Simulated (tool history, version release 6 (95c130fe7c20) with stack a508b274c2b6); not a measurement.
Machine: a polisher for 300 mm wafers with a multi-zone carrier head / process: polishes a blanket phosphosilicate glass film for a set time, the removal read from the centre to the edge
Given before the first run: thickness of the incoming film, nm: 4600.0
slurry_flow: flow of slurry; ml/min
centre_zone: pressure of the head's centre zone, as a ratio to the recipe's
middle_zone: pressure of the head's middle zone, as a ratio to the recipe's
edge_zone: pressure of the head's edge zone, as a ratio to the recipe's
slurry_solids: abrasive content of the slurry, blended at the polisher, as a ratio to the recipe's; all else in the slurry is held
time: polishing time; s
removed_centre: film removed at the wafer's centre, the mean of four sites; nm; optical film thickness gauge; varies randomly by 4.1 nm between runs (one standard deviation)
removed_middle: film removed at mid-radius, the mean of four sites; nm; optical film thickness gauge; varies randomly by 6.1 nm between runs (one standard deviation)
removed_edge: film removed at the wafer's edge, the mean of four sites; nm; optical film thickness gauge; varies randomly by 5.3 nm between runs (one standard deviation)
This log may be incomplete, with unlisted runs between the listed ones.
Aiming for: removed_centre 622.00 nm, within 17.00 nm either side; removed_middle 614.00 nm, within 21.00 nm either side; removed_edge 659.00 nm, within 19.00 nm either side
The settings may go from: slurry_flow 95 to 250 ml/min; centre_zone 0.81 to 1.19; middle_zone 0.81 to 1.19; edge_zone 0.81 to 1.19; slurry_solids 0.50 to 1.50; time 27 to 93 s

| run | hour | slurry_flow | centre_zone | middle_zone | edge_zone | slurry_solids | time | removed_centre | removed_middle | removed_edge |
|---|---|---|---|---|---|---|---|---|---|---|
| 1 | 0.0 | 160 | 1.00 | 1.00 | 1.00 | 1.00 | 59 | 509.59 | 509.24 | 513.62 |
| 2 | 0.9 | 180 | 1.00 | 1.00 | 1.00 | 1.00 | 59 | 517.93 | 519.91 | 516.76 |
| 3 | 8.0 | 180 | 1.01 | 1.00 | 1.04 | 1.10 | 59 | 555.52 | 544.41 | 552.22 |
| 4 | 16.6 | 180 | 1.01 | 1.00 | 1.04 | 0.95 | 59 | 508.81 | 500.21 | 514.04 |
| 5 | 25.3 | 175 | 1.01 | 1.00 | 1.07 | 1.05 | 59 | 537.94 | 526.70 | 547.77 |
| 6 | 32.4 | 160 | 1.01 | 1.00 | 1.07 | 1.05 | 59 | 522.48 | 520.13 | 545.38 |
| 7 | 33.3 | 165 | 1.01 | 1.01 | 1.10 | 1.10 | 59 | 540.87 | 545.60 | 565.10 |
| 8 | 37.5 | 165 | 1.01 | 1.01 | 1.10 | 1.10 | 59 | 539.77 | 532.01 | 569.31 |
| 9 | 41.7 | 170 | 1.01 | 1.02 | 1.12 | 1.15 | 59 | 560.92 | 550.55 | 575.07 |
| 10 | 46.3 | 170 | 1.00 | 1.02 | 1.13 | 1.20 | 59 | 560.59 | 565.91 | 600.37 |

Consider the 5 candidate settings below. Which is the only one whose results all fall within their allowed miss of target?
| A | 50.9 | 110 | 1.05 | 1.04 | 1.16 | 1.00 | 76 | ? | ? | ? |
| B | 50.9 | 100 | 0.81 | 0.98 | 1.19 | 1.30 | 71 | ? | ? | ? |
| C | 50.9 | 160 | 0.98 | 1.06 | 1.04 | 1.00 | 59 | ? | ? | ? |
| D | 50.9 | 110 | 1.06 | 1.12 | 1.16 | 1.15 | 73 | ? | ? | ? |
| E | 50.9 | 165 | 1.05 | 1.03 | 1.12 | 1.20 | 57 | ? | ? | ? |

| move | removed_centre | removed_middle | removed_edge |
|---|---|---|---|
| A | 615.64 | 608.17 | 662.13 |
| B | 482.82 | 597.90 | 693.39 |
| C | 495.55 | 524.92 | 519.76 |
| D | 639.08 | 658.29 | 679.94 |
| E | 563.29 | 545.24 | 570.42 |
A: every result within its allowed miss
B: moves away from the targets compared with the last run
C: moves away from the targets compared with the last run
D: pushes the last run's worst result past its target
E: moves away from the targets compared with the last run
The right move is A.

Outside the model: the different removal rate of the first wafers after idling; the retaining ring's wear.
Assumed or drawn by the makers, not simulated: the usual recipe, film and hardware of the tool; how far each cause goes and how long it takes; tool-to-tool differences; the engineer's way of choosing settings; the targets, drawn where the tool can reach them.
